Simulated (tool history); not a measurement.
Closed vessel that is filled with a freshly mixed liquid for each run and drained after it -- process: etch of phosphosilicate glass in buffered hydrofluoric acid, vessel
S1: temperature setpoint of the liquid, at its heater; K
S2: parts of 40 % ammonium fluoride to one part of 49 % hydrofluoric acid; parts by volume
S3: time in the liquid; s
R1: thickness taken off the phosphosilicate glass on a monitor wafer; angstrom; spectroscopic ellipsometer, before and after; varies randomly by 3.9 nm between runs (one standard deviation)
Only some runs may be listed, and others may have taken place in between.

| run | hour | S1 | S2 | S3 | R1 |
|---|---|---|---|---|---|
| 1 | 0 | 298.15 | 24 | 105 | 4578.2 |
| 2 | 7 | 298.15 | 30 | 105 | 3915.4 |
| 3 | 14.8 | 298.15 | 30 | 110 | 4115.8 |
| 4 | 21.4 | 298.15 | 30 | 110 | 4069.3 |
| 5 | 25.5 | 300.15 | 30 | 110 | 4501.6 |
| 6 | 28.2 | 301.65 | 30 | 110 | 4965.8 |
| 7 | 34 | 302.65 | 30 | 110 | 5129.9 |

Run 8 has not been measured yet. What should we expect?
| 8 | 42 | 303.15 | 30 | 110 | ? |

{"run 8": {"R1": 5338.2}}
